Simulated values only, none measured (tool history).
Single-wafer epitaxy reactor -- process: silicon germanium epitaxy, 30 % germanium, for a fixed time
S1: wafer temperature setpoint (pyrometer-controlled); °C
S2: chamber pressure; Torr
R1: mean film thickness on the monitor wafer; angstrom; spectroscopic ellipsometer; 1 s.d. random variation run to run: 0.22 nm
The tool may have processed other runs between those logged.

| run | hour | S1 | S2 | R1 |
|---|---|---|---|---|
| 1 | 0 | 615 | 21.4 | 768.72 |
| 2 | 6 | 615 | 23.4 | 792.19 |
| 3 | 8.3 | 609 | 23.4 | 720.58 |
| 4 | 11.3 | 605 | 23.4 | 678.86 |
| 5 | 12.2 | 597 | 23.4 | 596.6 |
| 6 | 18.6 | 597 | 20.4 | 565.91 |
| 7 | 25.4 | 601 | 20.5 | 608.02 |
| 8 | 27.5 | 603 | 20.6 | 625.43 |
| 9 | 34.9 | 605 | 20.6 | 646.36 |
| 10 | 40.2 | 606 | 20.6 | 657.39 |

Run 11 comes next. What will it give?
| 11 | 41.3 | 607 | 20.6 | ? |

{"run 11": {"R1": 661.38}}

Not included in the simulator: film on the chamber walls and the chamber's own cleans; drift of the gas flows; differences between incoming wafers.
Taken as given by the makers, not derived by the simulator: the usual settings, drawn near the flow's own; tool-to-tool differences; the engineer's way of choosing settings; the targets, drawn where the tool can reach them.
